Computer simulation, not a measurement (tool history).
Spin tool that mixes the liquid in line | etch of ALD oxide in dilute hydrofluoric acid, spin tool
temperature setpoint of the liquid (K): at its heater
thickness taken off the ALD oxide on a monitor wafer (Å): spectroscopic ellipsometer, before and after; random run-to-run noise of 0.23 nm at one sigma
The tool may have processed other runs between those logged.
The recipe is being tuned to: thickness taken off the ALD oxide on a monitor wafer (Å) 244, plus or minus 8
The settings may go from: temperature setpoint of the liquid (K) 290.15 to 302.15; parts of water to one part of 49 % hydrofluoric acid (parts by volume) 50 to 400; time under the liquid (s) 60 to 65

run    day  temperature setpoint of the liquid (K)  parts of water to one part of 49 % hydrofluoric acid (parts by volume)  time under the liquid (s)  thickness taken off the ALD oxide on a monitor wafer (Å)
  1      0                                  294.15                                                                     225                         60                                                    70.321
  2  0.346                                  294.15                                                                     290                         60                                                     50.73
  3  0.642                                  296.15                                                                     225                         60                                                    75.047
  4  0.792                                  297.65                                                                     175                         60                                                    105.64
  5  0.904                                  297.65                                                                     175                         65                                                    118.19
  6  1.154                                  298.65                                                                     145                         65                                                    151.85
  7  1.325                                  299.65                                                                     130                         65                                                    175.73
  8  1.567                                  302.15                                                                      85                         65                                                    314.59
  9  1.842                                  301.15                                                                      85                         65                                                    303.92
 10  2.133                                  300.15                                                                      85                         65                                                    293.34
     2.475  -- thermometer replaced
 11  2.475                                  298.65                                                                      85                         65                                                    298.65
 12  2.538                                  298.65                                                                      90                         65                                                    281.07
 13  2.788                                  298.65                                                                      90                         65                                                    282.33
 14  3.121                                  298.65                                                                      95                         65                                                    264.29

5 next moves are on the table. One of them brings every result within its allowed miss. Which?
  A  3.454                                  302.15                                                                     115                         65                                                         ?
  B  3.454                                  297.15                                                                      85                         65                                                         ?
  C  3.454                                  302.15                                                                      95                         60                                                         ?
  D  3.454                                  298.65                                                                      90                         65                                                         ?
  E  3.454                                  297.15                                                                      80                         65                                                         ?

move  thickness taken off the ALD oxide on a monitor wafer (Å)
   A                                                    240.89
   B                                                    279.25
   C                                                    276.65
   D                                                    278.15
   E                                                    298.58
A: every result lands within tolerance
B: the biggest miss grows against the last run
C: the biggest miss grows against the last run
D: the biggest miss grows against the last run
E: the biggest miss grows against the last run
Move A is the one to make.

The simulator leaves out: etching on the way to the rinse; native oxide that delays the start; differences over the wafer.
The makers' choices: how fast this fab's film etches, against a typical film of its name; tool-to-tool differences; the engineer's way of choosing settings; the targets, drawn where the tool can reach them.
